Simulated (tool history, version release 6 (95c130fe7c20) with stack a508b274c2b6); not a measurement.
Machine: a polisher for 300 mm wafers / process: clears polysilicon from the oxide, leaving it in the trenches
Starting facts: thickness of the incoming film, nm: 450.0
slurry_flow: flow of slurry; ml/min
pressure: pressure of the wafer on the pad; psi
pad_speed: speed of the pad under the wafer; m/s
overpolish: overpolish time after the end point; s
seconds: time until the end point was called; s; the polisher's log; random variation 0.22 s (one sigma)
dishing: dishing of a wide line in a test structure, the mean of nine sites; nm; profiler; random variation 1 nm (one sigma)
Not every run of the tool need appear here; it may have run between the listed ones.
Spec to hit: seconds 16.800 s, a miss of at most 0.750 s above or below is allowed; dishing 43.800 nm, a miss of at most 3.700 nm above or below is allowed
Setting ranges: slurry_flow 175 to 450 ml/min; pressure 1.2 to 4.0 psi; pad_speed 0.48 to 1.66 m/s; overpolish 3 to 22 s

{"run": 1, "hour": 0.0, "slurry_flow": 290, "pressure": 2.6, "pad_speed": 1.06, "overpolish": 11, "seconds": 26.473, "dishing": 47.127}
{"run": 2, "hour": 1.1, "slurry_flow": 250, "pressure": 2.6, "pad_speed": 1.06, "overpolish": 11, "seconds": 26.045, "dishing": 46.527}
{"run": 3, "hour": 4.5, "slurry_flow": 235, "pressure": 2.9, "pad_speed": 1.06, "overpolish": 9, "seconds": 24.057, "dishing": 47.114}
{"run": 4, "hour": 10.1, "slurry_flow": 235, "pressure": 2.9, "pad_speed": 0.88, "overpolish": 9, "seconds": 26.499, "dishing": 45.274}
{"run": 5, "hour": 17.6, "slurry_flow": 235, "pressure": 2.5, "pad_speed": 0.88, "overpolish": 9, "seconds": 31.365, "dishing": 43.682}
{"run": 6, "hour": 23.5, "slurry_flow": 235, "pressure": 2.1, "pad_speed": 0.88, "overpolish": 9, "seconds": 37.294, "dishing": 44.218}
{"run": 7, "hour": 27.4, "slurry_flow": 230, "pressure": 2.6, "pad_speed": 0.9, "overpolish": 7, "seconds": 30.605, "dishing": 43.864}
{"run": 8, "hour": 29.2, "slurry_flow": 225, "pressure": 3.0, "pad_speed": 0.92, "overpolish": 6, "seconds": 25.732, "dishing": 43.804}
{"run": 9, "hour": 33.8, "slurry_flow": 225, "pressure": 3.2, "pad_speed": 0.94, "overpolish": 5, "seconds": 23.829, "dishing": 44.372}
{"run": 10, "hour": 40.4, "slurry_flow": 220, "pressure": 3.4, "pad_speed": 0.96, "overpolish": 4, "seconds": 22.397, "dishing": 39.725}
{"run": 11, "hour": 42.2, "slurry_flow": 220, "pressure": 3.5, "pad_speed": 0.98, "overpolish": 5, "seconds": 21.352, "dishing": 43.252}
{"run": 12, "hour": 42.7, "slurry_flow": 220, "pressure": 3.6, "pad_speed": 1.0, "overpolish": 5, "seconds": 20.469, "dishing": 43.164}
{"run": 13, "hour": 44.3, "slurry_flow": 220, "pressure": 3.7, "pad_speed": 1.02, "overpolish": 5, "seconds": 19.915, "dishing": 44.357}
{"run": 14, "hour": 51.3, "slurry_flow": 230, "pressure": 4.0, "pad_speed": 1.12, "overpolish": 3, "seconds": 16.958, "dishing": 40.501}

Next run, 4 choices. One meets every target within its allowed miss, the rest don't. Which?
{"run": "A", "hour": 58.3, "slurry_flow": 250, "pressure": 4.0, "pad_speed": 1.0, "overpolish": 3, "seconds": "?", "dishing": "?"}
{"run": "B", "hour": 58.3, "slurry_flow": 205, "pressure": 3.9, "pad_speed": 1.0, "overpolish": 3, "seconds": "?", "dishing": "?"}
{"run": "C", "hour": 58.3, "slurry_flow": 245, "pressure": 4.0, "pad_speed": 1.28, "overpolish": 7, "seconds": "?", "dishing": "?"}
{"run": "D", "hour": 58.3, "slurry_flow": 310, "pressure": 4.0, "pad_speed": 1.1, "overpolish": 4, "seconds": "?", "dishing": "?"}

move=A seconds=18.026 dishing=38.730
move=B seconds=18.931 dishing=37.973
move=C seconds=15.410 dishing=47.445
move=D seconds=16.624 dishing=43.540
A: its largest miss is bigger than the last run's
B: its largest miss is bigger than the last run's
C: brings the result that was furthest off to its target, and leaves another outside
D: all results land within tolerance of their targets
D is the move that brings every result within its allowed miss.

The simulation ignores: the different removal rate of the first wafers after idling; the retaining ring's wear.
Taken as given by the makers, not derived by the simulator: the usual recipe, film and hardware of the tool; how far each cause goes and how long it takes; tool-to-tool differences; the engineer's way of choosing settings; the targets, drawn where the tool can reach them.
